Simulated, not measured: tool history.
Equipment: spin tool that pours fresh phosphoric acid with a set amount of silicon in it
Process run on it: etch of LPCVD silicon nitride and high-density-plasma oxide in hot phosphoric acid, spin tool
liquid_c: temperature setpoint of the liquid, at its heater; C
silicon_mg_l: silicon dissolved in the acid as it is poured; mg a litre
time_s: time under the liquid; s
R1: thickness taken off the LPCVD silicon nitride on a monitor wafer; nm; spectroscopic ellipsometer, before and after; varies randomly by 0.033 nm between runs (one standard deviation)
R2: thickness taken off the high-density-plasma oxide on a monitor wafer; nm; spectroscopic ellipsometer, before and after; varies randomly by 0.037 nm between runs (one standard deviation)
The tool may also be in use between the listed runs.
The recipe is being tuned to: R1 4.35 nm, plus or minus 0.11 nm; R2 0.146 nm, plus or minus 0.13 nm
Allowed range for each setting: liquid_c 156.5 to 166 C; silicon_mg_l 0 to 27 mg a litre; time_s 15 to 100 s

run 1 day=0 | liquid_c=161 silicon_mg_l=12 time_s=50 | R1=5.1562 R2=0.097615
run 2 day=0.067 | liquid_c=161 silicon_mg_l=12 time_s=70 | R1=7.2318 R2=0.29729
run 3 day=0.092 | liquid_c=160.5 silicon_mg_l=11 time_s=70 | R1=7.0645 R2=0.19952
run 4 day=0.233 | liquid_c=160.5 silicon_mg_l=5 time_s=70 | R1=7.0985 R2=0.25238
run 5 day=0.321 | liquid_c=160.5 silicon_mg_l=5 time_s=85 | R1=8.6841 R2=0.32139
run 6 day=0.583 | liquid_c=162.5 silicon_mg_l=5 time_s=85 | R1=9.1179 R2=0.32972
run 7 day=0.7 | liquid_c=162 silicon_mg_l=4.5 time_s=80 | R1=8.5237 R2=0.17463
run 8 day=0.888 | liquid_c=161.5 silicon_mg_l=5 time_s=75 | R1=7.8875 R2=0.3995
run 9 day=1.088 | liquid_c=161 silicon_mg_l=6 time_s=70 | R1=7.2031 R2=0.28392
run 10 day=1.121 | liquid_c=161 silicon_mg_l=6.5 time_s=65 | R1=6.6754 R2=0.22085
run 11 day=1.3 | liquid_c=161 silicon_mg_l=6.5 time_s=65 | R1=6.6957 R2=0.18214

Which single option among these 4 for the next run brings every result within its allowed miss of target? Just one does.
run A day=1.479 | liquid_c=162.5 silicon_mg_l=0 time_s=40 | R1=? R2=?
run B day=1.479 | liquid_c=158 silicon_mg_l=13 time_s=55 | R1=? R2=?
run C day=1.479 | liquid_c=162.5 silicon_mg_l=3.5 time_s=90 | R1=? R2=?
run D day=1.479 | liquid_c=160 silicon_mg_l=8.5 time_s=55 | R1=? R2=?

move=A R1=4.3797 R2=0.2066
move=B R1=5.1783 R2=0.15548
move=C R1=9.8543 R2=0.43526
move=D R1=5.5398 R2=0.19977
A: meets every target
B: closes in on the targets versus the last run, not all within tolerance yet
C: misses by more than the last run did
D: closes in on the targets versus the last run, not all within tolerance yet
Correct choice: A, which meets every target
